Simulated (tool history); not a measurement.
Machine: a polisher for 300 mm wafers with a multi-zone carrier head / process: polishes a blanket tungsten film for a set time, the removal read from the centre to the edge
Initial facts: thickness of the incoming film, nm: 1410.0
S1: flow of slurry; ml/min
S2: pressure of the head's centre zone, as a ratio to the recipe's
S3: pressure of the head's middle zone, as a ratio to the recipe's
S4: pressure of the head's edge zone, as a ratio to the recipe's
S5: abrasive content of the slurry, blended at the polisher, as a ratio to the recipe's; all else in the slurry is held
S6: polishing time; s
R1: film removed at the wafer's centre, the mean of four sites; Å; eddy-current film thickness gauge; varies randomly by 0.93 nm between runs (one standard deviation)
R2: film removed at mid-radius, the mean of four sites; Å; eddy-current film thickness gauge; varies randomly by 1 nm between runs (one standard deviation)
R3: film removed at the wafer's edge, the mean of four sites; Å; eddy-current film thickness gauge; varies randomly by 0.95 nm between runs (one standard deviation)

run,day,S1,S2,S3,S4,S5,S6,R1,R2,R3
1,0.000,215,1.00,1.00,1.00,1.00,62,1741.9,1742.8,1842.8
2,0.100,215,1.00,0.99,0.98,0.90,57,1565.6,1534.8,1618.6
3,0.333,170,1.00,0.99,0.98,0.90,57,1506.0,1466.8,1558.9
4,0.475,170,1.00,0.99,1.06,0.90,57,1517.9,1453.6,1640.9
# day 0.846: edge zone pressure recalibrated
5,0.846,200,1.00,0.99,1.06,0.90,57,1520.3,1481.2,1552.0
6,1.008,200,1.00,1.05,1.06,0.90,57,1519.8,1611.0,1610.2
7,1.204,210,0.99,1.03,1.07,0.85,53,1399.2,1472.7,1475.5

What does the tool deliver on the next run?
8,1.438,215,0.98,1.00,1.07,0.80,50,?,?,?

Run 8 came out at R1 1300.1 Å, R2 1323.5 Å, R3 1342.8 Å.
